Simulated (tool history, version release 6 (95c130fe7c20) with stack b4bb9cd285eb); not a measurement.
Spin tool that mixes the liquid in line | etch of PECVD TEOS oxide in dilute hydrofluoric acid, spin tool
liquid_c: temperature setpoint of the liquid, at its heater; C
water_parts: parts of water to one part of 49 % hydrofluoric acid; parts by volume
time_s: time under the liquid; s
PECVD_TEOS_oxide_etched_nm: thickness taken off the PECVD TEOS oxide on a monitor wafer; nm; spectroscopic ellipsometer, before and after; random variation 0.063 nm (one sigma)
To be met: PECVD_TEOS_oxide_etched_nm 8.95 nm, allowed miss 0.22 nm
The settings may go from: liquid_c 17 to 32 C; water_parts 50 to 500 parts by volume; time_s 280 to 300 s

{"run": 1, "hour": 0.0, "liquid_c": 24, "water_parts": 275, "time_s": 280, "PECVD_TEOS_oxide_etched_nm": 13.389}
{"run": 2, "hour": 0.9, "liquid_c": 23, "water_parts": 280, "time_s": 280, "PECVD_TEOS_oxide_etched_nm": 12.598}
{"run": 3, "hour": 3.3, "liquid_c": 23, "water_parts": 185, "time_s": 280, "PECVD_TEOS_oxide_etched_nm": 21.04}
{"run": 4, "hour": 5.3, "liquid_c": 23, "water_parts": 185, "time_s": 280, "PECVD_TEOS_oxide_etched_nm": 21.122}
{"run": 5, "hour": 13.2, "liquid_c": 23, "water_parts": 185, "time_s": 280, "PECVD_TEOS_oxide_etched_nm": 21.063}
{"run": 6, "hour": 20.9, "liquid_c": 22, "water_parts": 210, "time_s": 280, "PECVD_TEOS_oxide_etched_nm": 17.44}
{"run": 7, "hour": 26.9, "liquid_c": 21, "water_parts": 225, "time_s": 280, "PECVD_TEOS_oxide_etched_nm": 15.257}
{"run": 8, "hour": 27.8, "liquid_c": 20.5, "water_parts": 235, "time_s": 280, "PECVD_TEOS_oxide_etched_nm": 14.368}
{"run": 9, "hour": 32.6, "liquid_c": 20, "water_parts": 245, "time_s": 280, "PECVD_TEOS_oxide_etched_nm": 13.148}
{"run": 10, "hour": 35.3, "liquid_c": 19.5, "water_parts": 255, "time_s": 280, "PECVD_TEOS_oxide_etched_nm": 12.493}
{"run": 11, "hour": 43.5, "liquid_c": 19, "water_parts": 265, "time_s": 280, "PECVD_TEOS_oxide_etched_nm": 11.696}
{"run": 12, "hour": 51.0, "liquid_c": 18.5, "water_parts": 270, "time_s": 280, "PECVD_TEOS_oxide_etched_nm": 11.276}
{"run": 13, "hour": 55.9, "liquid_c": 18, "water_parts": 275, "time_s": 280, "PECVD_TEOS_oxide_etched_nm": 10.844}
{"run": 14, "hour": 61.4, "liquid_c": 18, "water_parts": 280, "time_s": 280, "PECVD_TEOS_oxide_etched_nm": 10.346}
{"run": 15, "hour": 68.6, "liquid_c": 18, "water_parts": 285, "time_s": 280, "PECVD_TEOS_oxide_etched_nm": 10.396}
{"run": 16, "hour": 74.4, "liquid_c": 18, "water_parts": 290, "time_s": 280, "PECVD_TEOS_oxide_etched_nm": 9.9693}
{"run": 17, "hour": 76.7, "liquid_c": 18, "water_parts": 290, "time_s": 280, "PECVD_TEOS_oxide_etched_nm": 10.082}
{"run": 18, "hour": 78.3, "liquid_c": 18, "water_parts": 290, "time_s": 280, "PECVD_TEOS_oxide_etched_nm": 10.001}
{"run": 19, "hour": 79.5, "liquid_c": 18, "water_parts": 295, "time_s": 280, "PECVD_TEOS_oxide_etched_nm": 9.83}

Which of these 4 next moves meets every target?
{"run": "A", "hour": 80.7, "liquid_c": 17.5, "water_parts": 330, "time_s": 280, "PECVD_TEOS_oxide_etched_nm": "?"}
{"run": "B", "hour": 80.7, "liquid_c": 17, "water_parts": 325, "time_s": 300, "PECVD_TEOS_oxide_etched_nm": "?"}
{"run": "C", "hour": 80.7, "liquid_c": 17.5, "water_parts": 340, "time_s": 290, "PECVD_TEOS_oxide_etched_nm": "?"}
{"run": "D", "hour": 80.7, "liquid_c": 17, "water_parts": 280, "time_s": 280, "PECVD_TEOS_oxide_etched_nm": "?"}

move=A PECVD_TEOS_oxide_etched_nm=8.3802
move=B PECVD_TEOS_oxide_etched_nm=8.9856
move=C PECVD_TEOS_oxide_etched_nm=8.3553
move=D PECVD_TEOS_oxide_etched_nm=10.106
A: takes the result that was furthest off past its target
B: meets every target
C: takes the result that was furthest off past its target
D: further off than the last run
Move B is the one to make.
